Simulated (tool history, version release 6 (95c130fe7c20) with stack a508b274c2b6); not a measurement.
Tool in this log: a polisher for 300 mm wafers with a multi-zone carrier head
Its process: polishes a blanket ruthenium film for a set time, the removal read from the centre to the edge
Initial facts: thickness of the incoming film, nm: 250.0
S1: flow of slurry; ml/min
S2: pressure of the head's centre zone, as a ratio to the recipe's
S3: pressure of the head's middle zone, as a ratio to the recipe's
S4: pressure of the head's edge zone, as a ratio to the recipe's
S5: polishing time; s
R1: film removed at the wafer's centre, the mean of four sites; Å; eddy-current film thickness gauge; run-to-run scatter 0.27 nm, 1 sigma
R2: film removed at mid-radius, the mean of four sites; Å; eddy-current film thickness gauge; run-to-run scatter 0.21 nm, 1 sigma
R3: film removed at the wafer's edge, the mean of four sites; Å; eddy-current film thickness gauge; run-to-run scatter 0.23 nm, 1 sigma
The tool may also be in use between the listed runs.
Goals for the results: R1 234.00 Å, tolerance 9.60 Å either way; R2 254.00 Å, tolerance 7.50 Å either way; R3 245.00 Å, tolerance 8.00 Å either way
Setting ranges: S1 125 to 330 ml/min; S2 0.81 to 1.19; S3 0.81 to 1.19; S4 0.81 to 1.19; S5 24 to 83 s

| run | day | S1 | S2 | S3 | S4 | S5 | R1 | R2 | R3 |
|---|---|---|---|---|---|---|---|---|---|
| 1 | 0.000 | 210 | 1.00 | 1.00 | 1.00 | 53 | 393.59 | 397.93 | 390.64 |
| 2 | 0.133 | 210 | 1.00 | 1.00 | 1.00 | 62 | 462.60 | 461.76 | 466.08 |
| 3 | 0.404 | 210 | 1.06 | 1.00 | 1.00 | 62 | 492.74 | 454.55 | 462.23 |
| 4 | 0.675 | 210 | 1.06 | 1.00 | 1.00 | 57 | 438.25 | 422.79 | 430.94 |
| 5 | 0.875 | 260 | 1.06 | 1.00 | 1.00 | 57 | 454.44 | 432.28 | 433.86 |
| 6 | 1.050 | 255 | 1.03 | 0.98 | 0.98 | 52 | 406.35 | 385.69 | 389.69 |
| 7 | 1.146 | 245 | 0.99 | 0.97 | 0.96 | 48 | 361.22 | 351.97 | 353.39 |
| 8 | 1.254 | 240 | 0.96 | 0.96 | 0.94 | 45 | 325.77 | 330.03 | 329.16 |
| 9 | 1.367 | 235 | 0.95 | 0.95 | 0.92 | 43 | 304.73 | 308.74 | 311.50 |
| 10 | 1.612 | 235 | 0.94 | 0.95 | 0.90 | 41 | 291.11 | 300.12 | 294.95 |
| 11 | 1.867 | 230 | 0.93 | 0.94 | 0.88 | 40 | 284.62 | 287.69 | 286.72 |
| 12 | 2.229 | 225 | 0.92 | 0.94 | 0.87 | 39 | 274.06 | 279.22 | 275.43 |
| 13 | 2.579 | 165 | 0.84 | 0.92 | 0.81 | 37 | 217.34 | 247.82 | 242.32 |

Of the 5 settings listed for the next run, only one would bring every result within its allowed miss of target. Which one?
| A | 2.929 | 195 | 0.88 | 1.00 | 0.81 | 34 | ? | ? | ? |
| B | 2.929 | 190 | 0.94 | 1.00 | 0.81 | 34 | ? | ? | ? |
| C | 2.929 | 180 | 0.87 | 0.83 | 0.86 | 37 | ? | ? | ? |
| D | 2.929 | 185 | 0.91 | 0.86 | 0.89 | 36 | ? | ? | ? |
| E | 2.929 | 225 | 0.89 | 0.94 | 0.84 | 35 | ? | ? | ? |

| move | R1 | R2 | R3 |
|---|---|---|---|
| A | 223.11 | 252.95 | 228.73 |
| B | 237.46 | 251.93 | 228.10 |
| C | 236.62 | 239.02 | 253.87 |
| D | 242.07 | 239.16 | 251.55 |
| E | 237.23 | 254.01 | 242.82 |
A: the biggest miss grows against the last run
B: the worst result of the last run now meets its target, but another is out of spec
C: the worst result of the last run now meets its target, but another is out of spec
D: the worst result of the last run now meets its target, but another is out of spec
E: every result lands within tolerance
E meets every target.
